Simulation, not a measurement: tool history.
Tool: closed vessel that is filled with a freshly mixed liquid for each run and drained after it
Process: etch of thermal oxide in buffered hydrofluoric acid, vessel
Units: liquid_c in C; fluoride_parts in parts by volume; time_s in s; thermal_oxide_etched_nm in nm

run  hour  liquid_c  fluoride_parts  time_s  thermal_oxide_etched_nm
  1     0        21               9      90                   98.846
  2   2.1        21               7      90                   129.58
  3   4.5        21             5.5      90                   159.67
  4   6.3        21             5.5      90                   158.44
  5  11.1      21.5             5.5      90                    164.6
  6  13.3      21.5             6.5      90                   142.22
  7  19.3        22             6.5      90                   147.32

Forecast run 8:
  8  24.3      22.5             6.5      90                        ?

thermal_oxide_etched_nm: 150.22 nm

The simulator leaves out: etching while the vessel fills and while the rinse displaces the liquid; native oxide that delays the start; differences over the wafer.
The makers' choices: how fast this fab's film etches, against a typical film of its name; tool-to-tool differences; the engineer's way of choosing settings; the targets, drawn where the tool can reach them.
